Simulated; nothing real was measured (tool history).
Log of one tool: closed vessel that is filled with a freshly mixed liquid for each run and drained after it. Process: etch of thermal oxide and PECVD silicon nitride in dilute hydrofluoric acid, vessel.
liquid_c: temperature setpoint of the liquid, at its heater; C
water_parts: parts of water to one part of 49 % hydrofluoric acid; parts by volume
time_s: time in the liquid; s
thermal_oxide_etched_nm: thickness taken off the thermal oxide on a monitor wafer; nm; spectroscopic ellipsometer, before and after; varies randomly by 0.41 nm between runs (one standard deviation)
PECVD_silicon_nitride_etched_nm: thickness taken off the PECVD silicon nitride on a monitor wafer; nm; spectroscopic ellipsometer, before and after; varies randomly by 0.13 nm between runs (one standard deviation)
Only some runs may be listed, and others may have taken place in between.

run,day,liquid_c,water_parts,time_s,thermal_oxide_etched_nm,PECVD_silicon_nitride_etched_nm
1,0.000,20.0,50,510,44.514,15.195
2,0.342,18.5,50,510,41.808,13.638
3,0.692,19.5,45,505,48.187,15.985
4,0.812,19.5,35,505,62.377,20.350
5,0.888,20.0,35,505,64.294,21.149
6,1.238,20.0,35,720,91.499,30.088
7,1.433,20.5,40,725,81.870,27.612
8,1.688,20.5,40,730,82.899,27.897
9,2.021,20.5,40,735,83.011,27.991

Estimate the outcome of run 10 from the log above:
10,2.212,21.5,50,755,?,?

thermal_oxide_etched_nm: 70.811 nm
PECVD_silicon_nitride_etched_nm: 24.833 nm
